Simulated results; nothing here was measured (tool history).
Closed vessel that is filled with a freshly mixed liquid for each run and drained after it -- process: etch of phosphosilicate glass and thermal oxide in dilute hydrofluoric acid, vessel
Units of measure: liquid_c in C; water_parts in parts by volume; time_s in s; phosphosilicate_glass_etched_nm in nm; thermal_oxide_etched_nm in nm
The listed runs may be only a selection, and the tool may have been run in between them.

run,hour,liquid_c,water_parts,time_s,phosphosilicate_glass_etched_nm,thermal_oxide_etched_nm
1,0,22,275,60,19.369,0.87421
2,4.2,21,300,60,16.676,0.80698
3,8.2,21,300,45,12.531,0.56917
4,9.4,21,385,45,9.0957,0.43662
5,12.7,21,385,65,13.052,0.64915
# hour 21.1: hydrofluoric acid flow meter replaced
6,21.1,22.5,385,65,12.824,0.64508
7,25.6,22,400,65,12.013,0.59052
8,26.7,21.5,410,65,11.459,0.57196
9,35.4,21,415,65,11.105,0.5149
10,44.5,21,425,65,10.61,0.51646
11,49.4,20.5,430,65,10.261,0.52324

Estimate the outcome of run 12 from the log above:
12,58.6,20.5,435,65,?,?

{"run 12": {"phosphosilicate_glass_etched_nm": 10.214, "thermal_oxide_etched_nm": 0.43883}}
